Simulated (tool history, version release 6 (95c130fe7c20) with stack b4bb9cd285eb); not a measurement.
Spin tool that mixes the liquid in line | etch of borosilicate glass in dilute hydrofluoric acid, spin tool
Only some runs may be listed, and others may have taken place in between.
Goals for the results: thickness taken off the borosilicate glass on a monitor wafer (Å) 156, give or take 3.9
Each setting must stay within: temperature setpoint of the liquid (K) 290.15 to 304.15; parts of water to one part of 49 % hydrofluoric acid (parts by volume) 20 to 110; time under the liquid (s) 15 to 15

| run | hour | temperature setpoint of the liquid (K) | parts of water to one part of 49 % hydrofluoric acid (parts by volume) | time under the liquid (s) | thickness taken off the borosilicate glass on a monitor wafer (Å) |
|---|---|---|---|---|---|
| 1 | 0 | 296.15 | 60 | 15 | 91.117 |
| 2 | 4.9 | 298.65 | 55 | 15 | 112.99 |
| 3 | 7.2 | 300.65 | 55 | 15 | 121.52 |
| 4 | 15.9 | 301.65 | 55 | 15 | 125.55 |
| 5 | 17.4 | 302.65 | 55 | 15 | 130.15 |
|  | 19.1 | thermometer replaced |
| 6 | 19.1 | 303.15 | 55 | 15 | 123.07 |
| 7 | 21.6 | 304.15 | 40 | 15 | 182.67 |
| 8 | 23.5 | 304.15 | 40 | 15 | 178.96 |
| 9 | 25.3 | 302.65 | 40 | 15 | 168.64 |
| 10 | 32.8 | 302.15 | 40 | 15 | 164.62 |
| 11 | 34.4 | 301.65 | 40 | 15 | 162.89 |
| 12 | 36.7 | 301.65 | 40 | 15 | 160.41 |
| 13 | 39.5 | 301.65 | 40 | 15 | 162.65 |

Of the 4 settings listed for the next run, only one would bring every result within its allowed miss of target. Which one?
| A | 42.3 | 300.15 | 35 | 15 | ? |
| B | 42.3 | 299.65 | 35 | 15 | ? |
| C | 42.3 | 303.15 | 40 | 15 | ? |
| D | 42.3 | 303.65 | 45 | 15 | ? |

| move | thickness taken off the borosilicate glass on a monitor wafer (Å) |
|---|---|
| A | 177.73 |
| B | 174.14 |
| C | 174.11 |
| D | 156.62 |
A: moves away from the targets compared with the last run
B: moves away from the targets compared with the last run
C: moves away from the targets compared with the last run
D: each result inside its tolerance
The move that meets every target is D.

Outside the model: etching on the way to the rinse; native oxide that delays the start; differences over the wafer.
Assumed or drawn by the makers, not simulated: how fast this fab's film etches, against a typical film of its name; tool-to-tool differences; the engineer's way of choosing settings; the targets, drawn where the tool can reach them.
